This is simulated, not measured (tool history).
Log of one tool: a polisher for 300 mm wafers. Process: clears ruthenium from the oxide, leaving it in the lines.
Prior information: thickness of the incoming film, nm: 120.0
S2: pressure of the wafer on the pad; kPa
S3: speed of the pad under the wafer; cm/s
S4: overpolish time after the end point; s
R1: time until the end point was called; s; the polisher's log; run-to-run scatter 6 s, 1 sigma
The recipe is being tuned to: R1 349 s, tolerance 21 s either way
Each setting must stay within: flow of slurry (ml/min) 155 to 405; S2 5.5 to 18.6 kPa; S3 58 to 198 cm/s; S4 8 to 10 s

run 1 day=0 | flow_of_slurry_(ml/min)=260 S2=11.7 S3=128 S4=10 | R1=118.76
run 2 day=0.246 | flow_of_slurry_(ml/min)=255 S2=9.7 S3=108 S4=10 | R1=166.83
run 3 day=0.454 | flow_of_slurry_(ml/min)=255 S2=9.7 S3=96 S4=10 | R1=185.02
run 4 day=0.75 | flow_of_slurry_(ml/min)=255 S2=9.7 S3=76 S4=10 | R1=234.76
run 5 day=0.946 | flow_of_slurry_(ml/min)=255 S2=9.7 S3=106 S4=10 | R1=175.25
run 6 day=1.158 | flow_of_slurry_(ml/min)=255 S2=9.7 S3=106 S4=8 | R1=170.46
run 7 day=1.375 | flow_of_slurry_(ml/min)=255 S2=8.3 S3=94 S4=8 | R1=219.06
run 8 day=1.671 | flow_of_slurry_(ml/min)=250 S2=5.5 S3=68 S4=8 | R1=461.36
run 9 day=1.842 | flow_of_slurry_(ml/min)=250 S2=6.2 S3=68 S4=8 | R1=399.9
run 10 day=2.108 | flow_of_slurry_(ml/min)=250 S2=7.6 S3=70 S4=8 | R1=313.24

Below are 4 possible settings for the next run. Only one of them brings all results inside the allowed miss of their targets. Which is it?
run A day=2.375 | flow_of_slurry_(ml/min)=270 S2=8.3 S3=68 S4=9 | R1=?
run B day=2.375 | flow_of_slurry_(ml/min)=155 S2=5.5 S3=116 S4=10 | R1=?
run C day=2.375 | flow_of_slurry_(ml/min)=245 S2=7.6 S3=82 S4=8 | R1=?
run D day=2.375 | flow_of_slurry_(ml/min)=225 S2=7.6 S3=66 S4=9 | R1=?

move=A R1=293.59
move=B R1=275.68
move=C R1=269.58
move=D R1=334.13
A: the biggest miss grows against the last run
B: the biggest miss grows against the last run
C: the biggest miss grows against the last run
D: all results land within tolerance of their targets
Go with D: it meets all targets.

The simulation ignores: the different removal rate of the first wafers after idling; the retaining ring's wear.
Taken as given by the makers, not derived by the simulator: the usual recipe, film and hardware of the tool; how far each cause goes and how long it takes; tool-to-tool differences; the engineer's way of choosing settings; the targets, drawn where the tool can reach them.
